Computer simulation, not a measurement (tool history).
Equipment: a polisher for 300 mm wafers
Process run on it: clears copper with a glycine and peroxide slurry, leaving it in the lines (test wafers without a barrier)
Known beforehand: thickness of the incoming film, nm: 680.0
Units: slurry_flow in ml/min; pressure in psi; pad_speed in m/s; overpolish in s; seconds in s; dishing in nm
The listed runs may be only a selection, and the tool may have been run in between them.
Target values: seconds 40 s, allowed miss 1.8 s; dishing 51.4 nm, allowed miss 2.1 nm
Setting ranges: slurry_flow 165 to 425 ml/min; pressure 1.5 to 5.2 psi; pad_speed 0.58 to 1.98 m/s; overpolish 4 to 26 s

run,hour,slurry_flow,pressure,pad_speed,overpolish,seconds,dishing
1,0,275,3.3,1.28,13,83.959,47.448
2,0.6,275,3.7,1.36,11,73.811,45.121
3,2.9,275,4.4,1.36,11,65.307,48.624
4,7.1,240,4.4,1.36,11,65.992,49.88
5,9,265,4.4,1.36,11,65.014,48.818
6,17.6,275,4.6,1.46,11,59.755,50.22
7,25.7,280,4.7,1.58,10,55.04,49.977
8,33.6,295,4.8,1.68,10,50.796,51.712
# hour 36.8: worn pad replaced by a new one
9,36.8,300,4.9,1.74,9,43.077,52.094

Which of these 4 next moves meets every target?
A,40,310,5,1.84,8,?,?
B,40,300,4.8,1.6,10,?,?
C,40,245,4.5,1.74,12,?,?
D,40,300,4.1,1.76,10,?,?

move,seconds,dishing
A,39.927,51.894
B,46.337,53.235
C,46.507,55.425
D,48.49,51.909
A: in spec on every target
B: its largest miss is bigger than the last run's
C: its largest miss is bigger than the last run's
D: its largest miss is bigger than the last run's
Answer: A
